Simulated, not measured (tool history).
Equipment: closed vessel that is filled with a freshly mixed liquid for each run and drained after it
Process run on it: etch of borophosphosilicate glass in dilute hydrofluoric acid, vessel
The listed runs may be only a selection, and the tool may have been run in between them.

run,day,temperature setpoint of the liquid (C),parts of water to one part of 49 % hydrofluoric acid (parts by volume),time in the liquid (s),thickness taken off the borophosphosilicate glass on a monitor wafer (nm)
1,0,25,105,90,44.65
2,0.321,26.5,105,90,47.427
3,0.579,27.5,105,90,49.228
4,0.854,28,105,90,50.101
# day 0.929: thermometer replaced
5,0.929,28,135,90,40.141
6,1.267,29.5,130,90,44.272
7,1.542,29.5,130,90,44.322

Run 8 has not been measured yet. What should we expect?
8,1.875,30.5,130,90,?

Run 8 came out at thickness taken off the borophosphosilicate glass on a monitor wafer (nm) 45.986.
